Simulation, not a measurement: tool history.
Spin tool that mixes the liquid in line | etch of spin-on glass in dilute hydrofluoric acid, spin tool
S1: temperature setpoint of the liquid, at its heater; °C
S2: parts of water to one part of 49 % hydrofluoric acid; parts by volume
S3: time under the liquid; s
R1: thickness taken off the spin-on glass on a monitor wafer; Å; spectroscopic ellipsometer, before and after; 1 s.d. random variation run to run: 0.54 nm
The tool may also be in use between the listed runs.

run	hour	S1	S2	S3	R1
1	0.0	25.0	280	250	347.36
2	2.3	27.0	260	250	402.32
3	5.5	28.5	260	250	416.33
4	6.8	29.5	245	250	460.28
5	12.6	29.5	245	250	466.36
6	19.7	30.5	235	250	519.31
7	27.0	31.0	230	250	532.68

The next listed run, before its measurement:
8	28.5	33.0	215	250	?

R1: 613.48 Å
